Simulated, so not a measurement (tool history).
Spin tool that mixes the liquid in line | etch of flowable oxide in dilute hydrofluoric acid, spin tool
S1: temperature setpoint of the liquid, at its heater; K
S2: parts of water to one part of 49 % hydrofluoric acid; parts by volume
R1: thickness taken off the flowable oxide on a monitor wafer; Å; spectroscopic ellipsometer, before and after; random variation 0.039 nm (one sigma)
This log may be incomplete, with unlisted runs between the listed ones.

Run 1, day 0.000: S1 298.15 K, S2 180 parts by volume, time under the liquid (s) 100. Result: R1 108.610 Å.
Run 2, day 0.179: S1 294.65 K, S2 180 parts by volume, time under the liquid (s) 100. Result: R1 94.346 Å.
Run 3, day 0.425: S1 294.15 K, S2 180 parts by volume, time under the liquid (s) 100. Result: R1 92.695 Å.
Run 4, day 0.592: S1 293.65 K, S2 180 parts by volume, time under the liquid (s) 100. Result: R1 90.439 Å.
Run 5, day 0.646: S1 293.65 K, S2 245 parts by volume, time under the liquid (s) 100. Result: R1 62.998 Å.
Run 6, day 0.925: S1 295.15 K, S2 245 parts by volume, time under the liquid (s) 100. Result: R1 66.502 Å.
Run 7, day 1.042: S1 296.15 K, S2 245 parts by volume, time under the liquid (s) 100. Result: R1 69.377 Å.

Forecast run 8:
Run 8, day 1.100: S1 296.15 K, S2 245 parts by volume, time under the liquid (s) 100. Result: R1 ?.

Run 8 measured R1 69.358 Å.
